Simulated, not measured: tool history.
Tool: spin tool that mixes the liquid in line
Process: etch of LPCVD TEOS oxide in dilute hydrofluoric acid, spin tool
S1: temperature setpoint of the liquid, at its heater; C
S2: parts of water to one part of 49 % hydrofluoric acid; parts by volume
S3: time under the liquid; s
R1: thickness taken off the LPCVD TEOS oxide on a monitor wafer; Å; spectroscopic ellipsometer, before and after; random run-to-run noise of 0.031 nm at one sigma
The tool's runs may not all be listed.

| run | hour | S1 | S2 | S3 | R1 |
|---|---|---|---|---|---|
| 1 | 0.0 | 25.0 | 170 | 60 | 62.867 |
| 2 | 3.3 | 25.0 | 145 | 60 | 76.663 |
| 3 | 10.1 | 23.5 | 145 | 60 | 72.469 |
| 4 | 16.1 | 22.5 | 145 | 60 | 69.159 |
| 5 | 17.5 | 21.5 | 145 | 60 | 66.532 |
| 6 | 20.0 | 21.5 | 145 | 60 | 66.319 |
| 7 | 24.7 | 21.0 | 145 | 60 | 64.728 |
| 8 | 31.5 | 20.5 | 145 | 60 | 63.528 |
| 9 | 39.7 | 20.0 | 145 | 60 | 62.546 |
| 10 | 48.2 | 19.5 | 145 | 60 | 61.051 |
| 11 | 49.1 | 19.0 | 145 | 60 | 59.625 |

Run 12 comes next. What will it give?
| 12 | 57.9 | 18.5 | 145 | 60 | ? |

{"run 12": {"R1": 59.113}}

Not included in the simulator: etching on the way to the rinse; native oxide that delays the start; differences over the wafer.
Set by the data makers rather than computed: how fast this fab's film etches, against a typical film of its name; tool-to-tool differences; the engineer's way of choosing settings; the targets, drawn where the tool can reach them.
